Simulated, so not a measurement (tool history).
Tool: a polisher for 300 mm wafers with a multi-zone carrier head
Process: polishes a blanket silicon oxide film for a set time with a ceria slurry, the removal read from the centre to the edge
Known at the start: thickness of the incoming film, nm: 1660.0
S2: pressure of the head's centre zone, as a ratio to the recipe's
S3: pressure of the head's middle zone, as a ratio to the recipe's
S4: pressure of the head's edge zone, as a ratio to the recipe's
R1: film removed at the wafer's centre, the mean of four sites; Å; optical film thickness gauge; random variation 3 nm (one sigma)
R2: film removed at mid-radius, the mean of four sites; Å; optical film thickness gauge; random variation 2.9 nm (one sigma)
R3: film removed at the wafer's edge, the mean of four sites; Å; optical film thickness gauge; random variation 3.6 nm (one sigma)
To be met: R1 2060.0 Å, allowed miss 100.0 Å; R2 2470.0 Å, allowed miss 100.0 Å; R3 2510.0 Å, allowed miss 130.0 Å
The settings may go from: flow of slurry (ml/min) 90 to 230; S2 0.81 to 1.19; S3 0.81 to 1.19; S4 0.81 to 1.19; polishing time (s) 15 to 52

Run 1, hour 0.0: flow of slurry (ml/min) 150, S2 1.00, S3 1.00, S4 1.00, polishing time (s) 33. Result: R1 1777.8 Å, R2 1933.1 Å, R3 1904.3 Å.
Run 2, hour 4.2: flow of slurry (ml/min) 150, S2 1.00, S3 1.00, S4 0.96, polishing time (s) 33. Result: R1 1828.1 Å, R2 1879.6 Å, R3 1900.4 Å.
Run 3, hour 11.1: flow of slurry (ml/min) 150, S2 1.00, S3 1.00, S4 0.96, polishing time (s) 30. Result: R1 1620.5 Å, R2 1730.4 Å, R3 1718.8 Å.
Run 4, hour 16.0: flow of slurry (ml/min) 150, S2 0.97, S3 1.00, S4 1.00, polishing time (s) 33. Result: R1 1774.5 Å, R2 1913.4 Å, R3 1904.1 Å.
Run 5, hour 24.7: flow of slurry (ml/min) 150, S2 0.93, S3 1.00, S4 1.05, polishing time (s) 35. Result: R1 1765.4 Å, R2 2032.5 Å, R3 2071.0 Å.
Run 6, hour 31.7: flow of slurry (ml/min) 155, S2 0.93, S3 1.01, S4 1.08, polishing time (s) 36. Result: R1 1913.5 Å, R2 2129.0 Å, R3 2219.2 Å.
Run 7, hour 35.0: flow of slurry (ml/min) 165, S2 0.91, S3 1.04, S4 1.10, polishing time (s) 36. Result: R1 1867.2 Å, R2 2248.6 Å, R3 2216.7 Å.
Run 8, hour 37.4: flow of slurry (ml/min) 170, S2 0.91, S3 1.04, S4 1.12, polishing time (s) 37. Result: R1 1951.2 Å, R2 2257.0 Å, R3 2378.4 Å.
Run 9, hour 39.6: flow of slurry (ml/min) 175, S2 0.91, S3 1.06, S4 1.12, polishing time (s) 37. Result: R1 1913.9 Å, R2 2286.1 Å, R3 2353.0 Å.
At hour 40.2: slurry nozzle cleaned.
Run 10, hour 40.2: flow of slurry (ml/min) 175, S2 0.92, S3 1.07, S4 1.12, polishing time (s) 38. Result: R1 2178.8 Å, R2 2597.3 Å, R3 2474.7 Å.
Run 11, hour 44.5: flow of slurry (ml/min) 175, S2 0.91, S3 1.06, S4 1.13, polishing time (s) 38. Result: R1 2202.9 Å, R2 2558.0 Å, R3 2542.7 Å.

4 next moves are on the table. One of them brings every result within its allowed miss. Which?
Run A, hour 48.8: flow of slurry (ml/min) 180, S2 1.00, S3 1.03, S4 1.18, polishing time (s) 38. Result: R1 ?, R2 ?, R3 ?.
Run B, hour 48.8: flow of slurry (ml/min) 185, S2 0.88, S3 1.03, S4 1.14, polishing time (s) 37. Result: R1 ?, R2 ?, R3 ?.
Run C, hour 48.8: flow of slurry (ml/min) 175, S2 0.90, S3 0.90, S4 1.19, polishing time (s) 40. Result: R1 ?, R2 ?, R3 ?.
Run D, hour 48.8: flow of slurry (ml/min) 160, S2 0.91, S3 0.96, S4 1.12, polishing time (s) 40. Result: R1 ?, R2 ?, R3 ?.

move      R1      R2      R3
   A  2343.1  2535.4  2566.2
   B  2015.8  2481.7  2467.6
   C  2203.8  2372.8  2707.0
   D  2188.5  2463.1  2599.0
A: further off than the last run
B: meets every target
C: further off than the last run
D: nearer than the last run, and not there yet
The right move is B.
